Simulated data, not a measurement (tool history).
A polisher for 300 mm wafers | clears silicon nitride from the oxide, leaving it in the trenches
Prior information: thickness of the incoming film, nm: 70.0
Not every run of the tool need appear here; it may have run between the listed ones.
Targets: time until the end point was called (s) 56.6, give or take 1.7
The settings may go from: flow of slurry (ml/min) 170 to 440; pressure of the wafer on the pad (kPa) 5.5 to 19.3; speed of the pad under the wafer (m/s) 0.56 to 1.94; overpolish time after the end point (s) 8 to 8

| run | hour | flow of slurry (ml/min) | pressure of the wafer on the pad (kPa) | speed of the pad under the wafer (m/s) | overpolish time after the end point (s) | time until the end point was called (s) |
|---|---|---|---|---|---|---|
| 1 | 0 | 280 | 12.4 | 1.24 | 8 | 85.403 |
| 2 | 5.8 | 325 | 12.4 | 1.24 | 8 | 84.168 |
| 3 | 11 | 325 | 13.1 | 1.24 | 8 | 80.986 |
| 4 | 15.7 | 325 | 13.1 | 1.24 | 8 | 80.753 |
| 5 | 22.4 | 325 | 13.1 | 1.24 | 8 | 81.081 |
| 6 | 26.8 | 325 | 13.1 | 1.46 | 8 | 69.635 |
| 7 | 35.6 | 325 | 13.8 | 1.46 | 8 | 65.838 |
| 8 | 37 | 330 | 15.9 | 1.46 | 8 | 59.912 |
| 9 | 41.9 | 330 | 15.9 | 1.46 | 8 | 58.577 |

4 candidate next runs follow, results not yet known. Just one meets every target within its allowed miss. Identify it.
| A | 46.8 | 295 | 18.6 | 1.2 | 8 | ? |
| B | 46.8 | 270 | 15.9 | 1.56 | 8 | ? |
| C | 46.8 | 295 | 15.9 | 1.66 | 8 | ? |
| D | 46.8 | 300 | 15.2 | 1.76 | 8 | ? |

| move | time until the end point was called (s) |
|---|---|
| A | 61.661 |
| B | 55.974 |
| C | 52.54 |
| D | 51.599 |
A: the biggest miss grows against the last run
B: meets every target
C: takes the result that was furthest off past its target
D: takes the result that was furthest off past its target
Correct choice: B, which meets every target

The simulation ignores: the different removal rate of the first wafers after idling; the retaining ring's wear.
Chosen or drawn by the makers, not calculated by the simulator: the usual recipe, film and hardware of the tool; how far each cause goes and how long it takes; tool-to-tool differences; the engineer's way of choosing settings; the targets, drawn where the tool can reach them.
